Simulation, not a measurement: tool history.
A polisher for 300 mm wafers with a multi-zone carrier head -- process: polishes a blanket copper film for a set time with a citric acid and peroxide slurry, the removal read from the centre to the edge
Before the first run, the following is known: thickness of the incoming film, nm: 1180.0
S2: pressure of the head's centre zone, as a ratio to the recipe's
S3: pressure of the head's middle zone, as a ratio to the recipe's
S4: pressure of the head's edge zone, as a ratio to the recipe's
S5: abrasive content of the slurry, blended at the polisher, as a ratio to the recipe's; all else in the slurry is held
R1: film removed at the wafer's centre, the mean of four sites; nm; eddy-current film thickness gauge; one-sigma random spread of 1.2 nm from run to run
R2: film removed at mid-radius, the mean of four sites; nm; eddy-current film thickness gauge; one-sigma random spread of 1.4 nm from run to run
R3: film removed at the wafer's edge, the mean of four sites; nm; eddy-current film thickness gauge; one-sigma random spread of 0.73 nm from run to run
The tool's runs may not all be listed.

run 1 hour=0 | flow_of_slurry_(ml/min)=245 S2=1 S3=1 S4=1 S5=1 polishing_time_(s)=39 | R1=80.672 R2=83.069 R3=81.703
run 2 hour=2.6 | flow_of_slurry_(ml/min)=255 S2=0.99 S3=1.05 S4=1.02 S5=1.15 polishing_time_(s)=41 | R1=88.737 R2=91.395 R3=89.052
run 3 hour=9 | flow_of_slurry_(ml/min)=260 S2=0.95 S3=1.09 S4=1 S5=1.2 polishing_time_(s)=43 | R1=87.655 R2=101.7 R3=93.585
run 4 hour=10.2 | flow_of_slurry_(ml/min)=260 S2=0.95 S3=1.05 S4=1 S5=1.2 polishing_time_(s)=43 | R1=88.884 R2=97.915 R3=94.12
run 5 hour=13.9 | flow_of_slurry_(ml/min)=270 S2=0.94 S3=1.09 S4=1 S5=1.25 polishing_time_(s)=44 | R1=89.189 R2=102.24 R3=96.669
run 6 hour=18.6 | flow_of_slurry_(ml/min)=265 S2=0.94 S3=1.11 S4=0.98 S5=1.3 polishing_time_(s)=46 | R1=94.309 R2=108.25 R3=100.74
run 7 hour=21.7 | flow_of_slurry_(ml/min)=275 S2=0.94 S3=1.13 S4=0.98 S5=1.25 polishing_time_(s)=47 | R1=96.395 R2=116.49 R3=102.08
run 8 hour=27.8 | flow_of_slurry_(ml/min)=285 S2=0.94 S3=1.15 S4=1 S5=1.25 polishing_time_(s)=47 | R1=95.971 R2=116.57 R3=103.22
run 9 hour=29.1 | flow_of_slurry_(ml/min)=290 S2=0.94 S3=1.16 S4=1 S5=1.25 polishing_time_(s)=48 | R1=101.37 R2=121.62 R3=104.34

What does the tool deliver on the next run?
run 10 hour=35.5 | flow_of_slurry_(ml/min)=295 S2=0.93 S3=1.17 S4=1.01 S5=1.3 polishing_time_(s)=49 | R1=? R2=? R3=?

R1: 103.18 nm
R2: 122.42 nm
R3: 110.11 nm
